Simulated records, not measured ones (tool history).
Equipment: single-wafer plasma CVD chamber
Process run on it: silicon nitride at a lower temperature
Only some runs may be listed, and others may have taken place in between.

| run | hour | heater temperature setpoint (K) | chamber pressure (mTorr) | RF power (W) | deposition time (s) | mean film thickness on the monitor wafer (nm) |
|---|---|---|---|---|---|---|
| 1 | 0 | 633.15 | 1960 | 290 | 27.5 | 36.654 |
| 2 | 3.7 | 633.15 | 1960 | 290 | 27.5 | 36.564 |
| 3 | 8.5 | 633.15 | 1860 | 290 | 27.5 | 36.089 |
| 4 | 12.1 | 626.15 | 1860 | 290 | 27.5 | 36.282 |
| 5 | 17 | 626.15 | 1770 | 290 | 27.5 | 36.073 |
| 6 | 24.2 | 630.15 | 1770 | 290 | 27.5 | 35.984 |

Predict the results of run 7:
| 7 | 31.6 | 630.15 | 1690 | 285 | 27.5 | ? |

{"run 7": {"mean film thickness on the monitor wafer (nm)": 35.38}}
